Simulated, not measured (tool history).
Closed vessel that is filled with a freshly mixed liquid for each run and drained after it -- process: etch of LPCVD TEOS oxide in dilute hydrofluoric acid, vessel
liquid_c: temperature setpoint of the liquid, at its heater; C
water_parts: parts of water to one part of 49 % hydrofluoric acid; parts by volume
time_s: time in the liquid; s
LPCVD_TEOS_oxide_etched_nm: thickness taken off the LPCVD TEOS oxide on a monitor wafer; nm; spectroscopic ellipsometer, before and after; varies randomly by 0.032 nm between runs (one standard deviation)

run,hour,liquid_c,water_parts,time_s,LPCVD_TEOS_oxide_etched_nm
1,0,21,195,70,5.5705
2,3.9,17.5,195,70,4.8228
3,12.7,20,195,70,5.4169
4,14.3,22,195,70,5.7808
5,20.8,20,195,70,5.3862
6,26.1,20,235,70,4.2952
7,30.8,22.5,225,70,4.9701
8,33.9,24,220,70,5.3777

The next listed run, before its measurement:
9,38.4,25.5,215,70,?

{"run 9": {"LPCVD_TEOS_oxide_etched_nm": 5.842}}

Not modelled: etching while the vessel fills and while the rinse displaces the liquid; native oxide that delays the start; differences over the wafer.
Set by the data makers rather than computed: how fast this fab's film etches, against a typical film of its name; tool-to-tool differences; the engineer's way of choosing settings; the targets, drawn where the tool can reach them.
